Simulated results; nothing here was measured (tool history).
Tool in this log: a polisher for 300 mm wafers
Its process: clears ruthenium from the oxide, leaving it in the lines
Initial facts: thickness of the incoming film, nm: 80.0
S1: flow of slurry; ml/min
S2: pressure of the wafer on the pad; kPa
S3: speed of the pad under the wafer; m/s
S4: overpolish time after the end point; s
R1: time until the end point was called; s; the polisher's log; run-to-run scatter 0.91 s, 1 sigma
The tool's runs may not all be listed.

Run 1, hour 0.0: S1 225 ml/min, S2 10.3 kPa, S3 1.12 m/s, S4 41 s. Result: R1 84.037 s.
Run 2, hour 7.5: S1 225 ml/min, S2 9.7 kPa, S3 1.12 m/s, S4 41 s. Result: R1 91.812 s.
Run 3, hour 14.9: S1 220 ml/min, S2 9.0 kPa, S3 1.12 m/s, S4 41 s. Result: R1 96.836 s.
Run 4, hour 22.0: S1 220 ml/min, S2 9.0 kPa, S3 1.12 m/s, S4 44 s. Result: R1 97.371 s.
Run 5, hour 28.1: S1 220 ml/min, S2 11.0 kPa, S3 1.12 m/s, S4 44 s. Result: R1 81.334 s.
Run 6, hour 33.1: S1 220 ml/min, S2 9.7 kPa, S3 1.12 m/s, S4 44 s. Result: R1 91.964 s.
Run 7, hour 38.0: S1 215 ml/min, S2 9.7 kPa, S3 1.12 m/s, S4 44 s. Result: R1 91.402 s.
Run 8, hour 41.6: S1 215 ml/min, S2 9.0 kPa, S3 1.12 m/s, S4 44 s. Result: R1 99.405 s.
Run 9, hour 47.1: S1 215 ml/min, S2 9.0 kPa, S3 1.12 m/s, S4 44 s. Result: R1 97.895 s.

What will run 10 give?
Run 10, hour 51.1: S1 210 ml/min, S2 9.0 kPa, S3 1.12 m/s, S4 44 s. Result: R1 ?.

{"run 10": {"R1": 98.445}}

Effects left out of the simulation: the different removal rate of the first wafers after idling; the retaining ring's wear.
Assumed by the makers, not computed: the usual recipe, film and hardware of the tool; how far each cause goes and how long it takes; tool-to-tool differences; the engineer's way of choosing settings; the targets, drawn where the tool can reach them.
